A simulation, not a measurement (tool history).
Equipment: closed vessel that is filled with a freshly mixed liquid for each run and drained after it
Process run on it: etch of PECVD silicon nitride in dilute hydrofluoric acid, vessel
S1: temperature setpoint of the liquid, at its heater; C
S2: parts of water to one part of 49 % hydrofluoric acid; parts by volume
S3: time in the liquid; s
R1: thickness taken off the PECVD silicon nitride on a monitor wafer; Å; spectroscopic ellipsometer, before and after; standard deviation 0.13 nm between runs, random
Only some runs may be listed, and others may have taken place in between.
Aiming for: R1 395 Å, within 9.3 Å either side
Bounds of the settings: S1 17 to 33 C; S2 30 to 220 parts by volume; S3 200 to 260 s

| run | day | S1 | S2 | S3 | R1 |
|---|---|---|---|---|---|
| 1 | 0 | 25 | 125 | 260 | 137.88 |
| 2 | 0.129 | 21.5 | 125 | 260 | 109.75 |
| 3 | 0.483 | 22.5 | 120 | 260 | 121.18 |
| 4 | 0.575 | 22.5 | 120 | 260 | 121.6 |
| 5 | 0.738 | 22.5 | 120 | 260 | 122.35 |
| 6 | 0.996 | 22.5 | 120 | 200 | 93.442 |
| 7 | 1.279 | 23.5 | 110 | 205 | 112.23 |
| 8 | 1.312 | 24.5 | 100 | 210 | 134.26 |
| 9 | 1.5 | 25.5 | 95 | 210 | 151.09 |
| 10 | 1.579 | 26.5 | 90 | 210 | 169.9 |
| 11 | 1.742 | 27 | 85 | 210 | 186.59 |
| 12 | 1.767 | 27.5 | 80 | 210 | 203.17 |
| 13 | 1.971 | 28 | 75 | 210 | 224.72 |
| 14 | 2.312 | 32 | 45 | 210 | 481.97 |
| 15 | 2.579 | 31 | 45 | 210 | 452.97 |
| 16 | 2.696 | 30 | 45 | 210 | 425.06 |
| 17 | 2.929 | 29.5 | 45 | 210 | 410.41 |
| 18 | 3.258 | 29.5 | 45 | 210 | 409.64 |

Which one of the following 4 next-run settings gets every result inside its allowed miss? There is exactly one.
| A | 3.588 | 32.5 | 55 | 205 | ? |
| B | 3.588 | 33 | 60 | 225 | ? |
| C | 3.588 | 30.5 | 45 | 200 | ? |
| D | 3.588 | 27.5 | 45 | 255 | ? |

| move | R1 |
|---|---|
| A | 399.02 |
| B | 414.32 |
| C | 418.15 |
| D | 438.47 |
A: each result inside its tolerance
B: further off than the last run
C: further off than the last run
D: further off than the last run
So the answer is move A, the one that meets all the targets.
